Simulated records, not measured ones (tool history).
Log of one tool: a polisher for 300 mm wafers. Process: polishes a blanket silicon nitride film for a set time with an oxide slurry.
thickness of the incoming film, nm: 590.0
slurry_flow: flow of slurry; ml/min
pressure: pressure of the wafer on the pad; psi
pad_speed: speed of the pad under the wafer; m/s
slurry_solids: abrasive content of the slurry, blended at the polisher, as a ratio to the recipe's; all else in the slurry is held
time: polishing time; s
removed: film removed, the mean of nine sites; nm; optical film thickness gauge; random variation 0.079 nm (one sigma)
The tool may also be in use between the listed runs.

run	hour	slurry_flow	pressure	pad_speed	slurry_solids	time	removed
1	0.0	285	3.3	0.86	1.0	40	18.4440
2	2.1	285	2.9	0.82	1.0	40	15.5030
3	10.2	285	2.9	0.94	1.0	40	17.2900
4	16.1	285	2.9	1.04	1.0	40	18.0420
5	24.2	285	2.9	1.04	1.0	40	18.3320
6	30.0	285	2.6	0.96	1.0	40	15.9910
7	33.3	285	2.4	0.88	1.0	40	13.5640
8	34.8	285	2.2	0.86	1.0	40	12.4810
9	38.8	285	2.0	0.84	1.0	40	11.2190
10	44.6	280	1.5	0.78	1.0	40	8.0911

The next listed run, before its measurement:
11	51.0	295	1.5	0.78	1.0	40	?

removed: 8.0357 nm
